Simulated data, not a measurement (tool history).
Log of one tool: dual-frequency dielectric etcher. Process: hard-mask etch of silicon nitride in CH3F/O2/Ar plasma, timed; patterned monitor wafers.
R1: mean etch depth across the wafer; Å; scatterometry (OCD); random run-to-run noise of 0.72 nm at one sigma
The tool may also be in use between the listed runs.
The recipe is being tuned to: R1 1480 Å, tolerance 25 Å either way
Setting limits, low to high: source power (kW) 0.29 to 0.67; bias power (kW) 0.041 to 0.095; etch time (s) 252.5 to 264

{"run": 1, "hour": 0.0, "source power (kW)": 0.48, "bias power (kW)": 0.068, "etch time (s)": 252.5, "R1": 1684.4}
{"run": 2, "hour": 0.7, "source power (kW)": 0.48, "bias power (kW)": 0.068, "etch time (s)": 252.5, "R1": 1699.4}
{"run": 3, "hour": 7.0, "source power (kW)": 0.46, "bias power (kW)": 0.067, "etch time (s)": 252.5, "R1": 1652.4}
{"run": 4, "hour": 9.1, "source power (kW)": 0.44, "bias power (kW)": 0.067, "etch time (s)": 252.5, "R1": 1628.6}
{"run": 5, "hour": 14.7, "source power (kW)": 0.49, "bias power (kW)": 0.067, "etch time (s)": 252.5, "R1": 1690.3}
{"run": 6, "hour": 21.9, "source power (kW)": 0.49, "bias power (kW)": 0.056, "etch time (s)": 252.5, "R1": 1632.1}
{"run": 7, "hour": 26.5, "source power (kW)": 0.47, "bias power (kW)": 0.056, "etch time (s)": 252.5, "R1": 1600.2}
{"run": 8, "hour": 30.9, "source power (kW)": 0.46, "bias power (kW)": 0.056, "etch time (s)": 252.5, "R1": 1576.8}
{"run": 9, "hour": 36.9, "source power (kW)": 0.45, "bias power (kW)": 0.056, "etch time (s)": 252.5, "R1": 1565.3}
{"run": 10, "hour": 41.3, "source power (kW)": 0.38, "bias power (kW)": 0.054, "etch time (s)": 252.5, "R1": 1437.2}

Below are 5 possible settings for the next run. Only one of them brings all results inside the allowed miss of their targets. Which is it?
{"run": "A", "hour": 45.7, "source power (kW)": 0.37, "bias power (kW)": 0.056, "etch time (s)": 259, "R1": "?"}
{"run": "B", "hour": 45.7, "source power (kW)": 0.41, "bias power (kW)": 0.053, "etch time (s)": 258.5, "R1": "?"}
{"run": "C", "hour": 45.7, "source power (kW)": 0.41, "bias power (kW)": 0.056, "etch time (s)": 257.5, "R1": "?"}
{"run": "D", "hour": 45.7, "source power (kW)": 0.42, "bias power (kW)": 0.05, "etch time (s)": 260, "R1": "?"}
{"run": "E", "hour": 45.7, "source power (kW)": 0.36, "bias power (kW)": 0.046, "etch time (s)": 262.5, "R1": "?"}

move=A R1=1477
move=B R1=1527.8
move=C R1=1541
move=D R1=1534.2
move=E R1=1414.5
A: all results land within tolerance of their targets
B: pushes the last run's worst result past its target
C: pushes the last run's worst result past its target
D: pushes the last run's worst result past its target
E: misses by more than the last run did
The right move is A.
